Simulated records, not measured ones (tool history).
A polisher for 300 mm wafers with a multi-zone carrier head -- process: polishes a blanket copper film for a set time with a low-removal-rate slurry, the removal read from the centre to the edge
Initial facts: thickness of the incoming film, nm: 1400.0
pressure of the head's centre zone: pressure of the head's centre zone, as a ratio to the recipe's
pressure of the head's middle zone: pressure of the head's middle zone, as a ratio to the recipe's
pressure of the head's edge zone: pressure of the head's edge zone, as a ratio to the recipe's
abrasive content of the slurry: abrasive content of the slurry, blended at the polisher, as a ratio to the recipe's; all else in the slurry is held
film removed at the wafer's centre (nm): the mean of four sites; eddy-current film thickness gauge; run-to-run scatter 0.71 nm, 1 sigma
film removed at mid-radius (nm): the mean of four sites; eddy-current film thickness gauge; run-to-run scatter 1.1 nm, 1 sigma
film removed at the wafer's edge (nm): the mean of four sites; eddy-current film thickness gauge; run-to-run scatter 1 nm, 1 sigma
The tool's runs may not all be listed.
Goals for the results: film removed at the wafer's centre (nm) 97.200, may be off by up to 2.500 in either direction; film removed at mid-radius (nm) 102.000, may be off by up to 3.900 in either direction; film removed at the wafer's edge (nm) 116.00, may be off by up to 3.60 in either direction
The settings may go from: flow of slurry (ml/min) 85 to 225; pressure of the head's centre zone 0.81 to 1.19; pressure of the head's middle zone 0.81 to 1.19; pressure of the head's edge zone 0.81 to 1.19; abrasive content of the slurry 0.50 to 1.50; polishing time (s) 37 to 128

| run | day | flow of slurry (ml/min) | pressure of the head's centre zone | pressure of the head's middle zone | pressure of the head's edge zone | abrasive content of the slurry | polishing time (s) | film removed at the wafer's centre (nm) | film removed at mid-radius (nm) | film removed at the wafer's edge (nm) |
|---|---|---|---|---|---|---|---|---|---|---|
| 1 | 0.000 | 145 | 1.00 | 1.00 | 1.00 | 1.00 | 82 | 151.670 | 155.290 | 150.28 |
| 2 | 0.300 | 145 | 1.00 | 1.00 | 1.00 | 1.10 | 82 | 154.930 | 154.410 | 154.66 |
| 3 | 0.521 | 145 | 1.00 | 1.06 | 1.00 | 1.10 | 82 | 154.420 | 162.870 | 153.07 |
| 4 | 0.704 | 145 | 1.00 | 1.14 | 1.00 | 1.10 | 82 | 153.990 | 173.140 | 153.63 |
| 5 | 0.867 | 140 | 0.98 | 1.10 | 1.01 | 1.05 | 80 | 145.500 | 163.760 | 148.49 |
| 6 | 0.988 | 135 | 0.97 | 1.06 | 1.03 | 1.00 | 78 | 138.680 | 154.440 | 145.90 |
| 7 | 1.021 | 130 | 0.96 | 1.03 | 1.04 | 0.95 | 76 | 130.340 | 143.030 | 140.09 |
| 8 | 1.071 | 125 | 0.95 | 1.00 | 1.04 | 0.90 | 75 | 124.880 | 133.580 | 136.23 |
| 9 | 1.096 | 120 | 0.93 | 0.98 | 1.02 | 0.85 | 75 | 119.860 | 131.590 | 132.85 |
| 10 | 1.225 | 115 | 0.92 | 0.96 | 1.02 | 0.80 | 74 | 114.180 | 125.810 | 128.03 |
| 11 | 1.558 | 115 | 0.92 | 0.96 | 1.02 | 0.80 | 74 | 114.870 | 123.250 | 130.47 |
| 12 | 1.758 | 115 | 0.91 | 0.95 | 1.00 | 0.75 | 74 | 112.900 | 123.580 | 127.79 |
| 13 | 2.042 | 90 | 0.87 | 0.85 | 1.03 | 0.50 | 70 | 90.106 | 94.548 | 110.57 |
| 14 | 2.275 | 130 | 0.88 | 0.87 | 1.04 | 0.50 | 70 | 102.760 | 104.520 | 122.88 |

Below are 4 possible settings for the next run. Only one of them brings all results inside the allowed miss of their targets. Which is it?
| A | 2.508 | 140 | 0.90 | 0.85 | 1.02 | 0.50 | 70 | ? | ? | ? |
| B | 2.508 | 120 | 0.89 | 0.90 | 1.09 | 0.50 | 67 | ? | ? | ? |
| C | 2.508 | 130 | 0.83 | 0.81 | 1.15 | 0.50 | 70 | ? | ? | ? |
| D | 2.508 | 150 | 0.91 | 0.81 | 1.13 | 0.50 | 68 | ? | ? | ? |

| move | film removed at the wafer's centre (nm) | film removed at mid-radius (nm) | film removed at the wafer's edge (nm) |
|---|---|---|---|
| A | 105.270 | 107.670 | 120.13 |
| B | 95.726 | 104.260 | 115.80 |
| C | 95.201 | 101.840 | 126.18 |
| D | 105.040 | 101.960 | 124.15 |
A: lands further from the targets than the last run did
B: meets every target
C: puts the biggest miss on target and leaves a different result outside tolerance
D: lands further from the targets than the last run did
The right move is B.

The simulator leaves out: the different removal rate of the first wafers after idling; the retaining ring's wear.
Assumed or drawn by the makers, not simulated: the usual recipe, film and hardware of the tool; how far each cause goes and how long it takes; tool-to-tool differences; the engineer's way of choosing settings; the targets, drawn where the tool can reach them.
